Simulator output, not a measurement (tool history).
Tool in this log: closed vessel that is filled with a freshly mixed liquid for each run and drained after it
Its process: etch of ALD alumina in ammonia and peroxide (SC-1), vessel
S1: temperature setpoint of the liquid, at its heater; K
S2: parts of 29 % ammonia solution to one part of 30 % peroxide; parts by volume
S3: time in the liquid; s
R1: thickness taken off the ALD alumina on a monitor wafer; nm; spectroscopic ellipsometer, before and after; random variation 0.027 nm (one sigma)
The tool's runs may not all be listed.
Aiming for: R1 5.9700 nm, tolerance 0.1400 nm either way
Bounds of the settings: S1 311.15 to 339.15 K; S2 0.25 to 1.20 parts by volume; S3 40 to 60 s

run	hour	S1	S2	S3	R1
1	0.0	323.15	0.95	60	4.5645
2	4.7	323.15	0.95	60	4.5819
3	7.3	324.15	0.95	60	4.8459
4	9.4	320.15	0.95	60	3.8835
5	17.9	321.65	0.95	60	4.2042
6	23.4	317.65	0.95	60	3.3693
7	24.8	319.65	0.95	60	3.7379
8	32.0	321.15	0.95	60	4.1003
9	37.4	322.65	0.95	60	4.4770
10	38.4	323.65	0.95	60	4.6999
# hour 39.0: ammonia flow meter replaced
11	39.0	324.65	0.95	60	5.0088
12	43.2	325.15	0.95	60	5.1372
13	51.9	325.65	0.95	60	5.2672
14	59.4	326.15	0.95	60	5.4811
15	66.6	326.65	0.95	60	5.5899
16	67.5	327.15	0.95	60	5.7455

Consider the 4 candidate settings below. Which is the only one whose results all fall within their allowed miss of target?
A	68.4	326.65	0.85	60	?
B	68.4	328.65	0.55	60	?
C	68.4	328.15	0.95	55	?
D	68.4	326.15	1.00	60	?

move	R1
A	5.4806
B	5.8506
C	5.5004
D	5.4182
A: lands further from the targets than the last run did
B: meets every target
C: lands further from the targets than the last run did
D: lands further from the targets than the last run did
The move that meets every target is B.

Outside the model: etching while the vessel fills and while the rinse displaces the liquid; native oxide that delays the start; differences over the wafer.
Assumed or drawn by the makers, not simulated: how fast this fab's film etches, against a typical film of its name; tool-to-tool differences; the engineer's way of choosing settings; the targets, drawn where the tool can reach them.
